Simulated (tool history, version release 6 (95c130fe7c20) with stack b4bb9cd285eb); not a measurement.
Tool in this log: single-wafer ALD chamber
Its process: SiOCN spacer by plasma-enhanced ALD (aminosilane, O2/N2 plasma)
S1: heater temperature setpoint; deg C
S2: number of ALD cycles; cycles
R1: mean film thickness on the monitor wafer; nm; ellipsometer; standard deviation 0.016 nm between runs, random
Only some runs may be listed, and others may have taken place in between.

run	day	S1	S2	R1
1	0	400	35	2.2586
2	0.333	400	33	2.1293
3	0.575	400	34	2.2027
4	0.95	400	35	2.2656
5	1.267	404	35	2.2314
6	1.571	403	36	2.3084
7	1.938	403	36	2.2829

Run 8 comes next. What will it give?
8	2.067	401	37	?

Run 8 yielded R1 2.3902 nm.
